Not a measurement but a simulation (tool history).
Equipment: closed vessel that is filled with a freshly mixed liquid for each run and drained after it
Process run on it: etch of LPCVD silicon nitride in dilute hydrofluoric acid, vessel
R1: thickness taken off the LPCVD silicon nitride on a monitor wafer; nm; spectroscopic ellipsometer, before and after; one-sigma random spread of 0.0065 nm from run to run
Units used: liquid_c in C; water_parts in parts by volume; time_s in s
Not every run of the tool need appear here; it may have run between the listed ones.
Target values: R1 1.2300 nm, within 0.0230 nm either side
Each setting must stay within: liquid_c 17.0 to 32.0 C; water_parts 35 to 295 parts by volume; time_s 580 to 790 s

{"run": 1, "hour": 0.0, "liquid_c": 24.0, "water_parts": 165, "time_s": 790, "R1": 2.823}
{"run": 2, "hour": 2.7, "liquid_c": 24.0, "water_parts": 190, "time_s": 790, "R1": 2.4502}
{"run": 3, "hour": 8.6, "liquid_c": 23.0, "water_parts": 195, "time_s": 790, "R1": 2.2469}
{"run": 4, "hour": 10.1, "liquid_c": 22.0, "water_parts": 200, "time_s": 790, "R1": 2.0618}
{"run": 5, "hour": 12.4, "liquid_c": 24.0, "water_parts": 200, "time_s": 790, "R1": 2.3323}
{"run": 6, "hour": 14.1, "liquid_c": 24.0, "water_parts": 155, "time_s": 790, "R1": 3.005}
{"run": 7, "hour": 20.6, "liquid_c": 23.0, "water_parts": 165, "time_s": 790, "R1": 2.6501}
{"run": 8, "hour": 25.7, "liquid_c": 22.0, "water_parts": 175, "time_s": 790, "R1": 2.3332}
{"run": 9, "hour": 32.7, "liquid_c": 18.0, "water_parts": 235, "time_s": 785, "R1": 1.3489}
{"run": 10, "hour": 41.1, "liquid_c": 17.5, "water_parts": 240, "time_s": 785, "R1": 1.263}

Below are 5 possible settings for the next run. Only one of them brings all results inside the allowed miss of their targets. Which is it?
{"run": "A", "hour": 49.5, "liquid_c": 17.0, "water_parts": 210, "time_s": 720, "R1": "?"}
{"run": "B", "hour": 49.5, "liquid_c": 17.5, "water_parts": 230, "time_s": 770, "R1": "?"}
{"run": "C", "hour": 49.5, "liquid_c": 17.5, "water_parts": 225, "time_s": 735, "R1": "?"}
{"run": "D", "hour": 49.5, "liquid_c": 17.5, "water_parts": 245, "time_s": 765, "R1": "?"}
{"run": "E", "hour": 49.5, "liquid_c": 18.0, "water_parts": 220, "time_s": 715, "R1": "?"}

move=A R1=1.2940
move=B R1=1.3116
move=C R1=1.2786
move=D R1=1.2266
move=E R1=1.3139
A: lands further from the targets than the last run did
B: lands further from the targets than the last run did
C: lands further from the targets than the last run did
D: meets every target
E: lands further from the targets than the last run did
The right move is D.
